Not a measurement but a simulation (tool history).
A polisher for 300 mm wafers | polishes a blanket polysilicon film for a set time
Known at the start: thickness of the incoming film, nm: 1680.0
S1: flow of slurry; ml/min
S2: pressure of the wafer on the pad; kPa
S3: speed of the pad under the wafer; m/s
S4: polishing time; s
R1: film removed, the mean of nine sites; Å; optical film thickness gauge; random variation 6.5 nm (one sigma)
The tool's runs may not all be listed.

run	hour	S1	S2	S3	S4	R1
1	0.0	220	15.9	1.24	38	2950.9
2	7.9	175	15.9	1.24	38	2827.4
3	9.6	175	13.1	1.24	38	2318.7
4	18.5	180	15.2	1.26	38	2791.4
5	22.8	180	16.5	1.26	38	2934.8
6	31.4	180	16.5	1.26	38	2982.3
7	36.7	185	17.9	1.26	38	3253.0
8	41.4	190	18.6	1.26	38	3428.8
# hour 45.2: slurry nozzle cleaned
9	45.2	195	19.3	1.26	38	3811.6
10	50.3	205	19.3	1.26	38	3730.8

Forecast run 11:
11	52.3	210	20.0	1.26	38	?

R1: 4029.8 Å
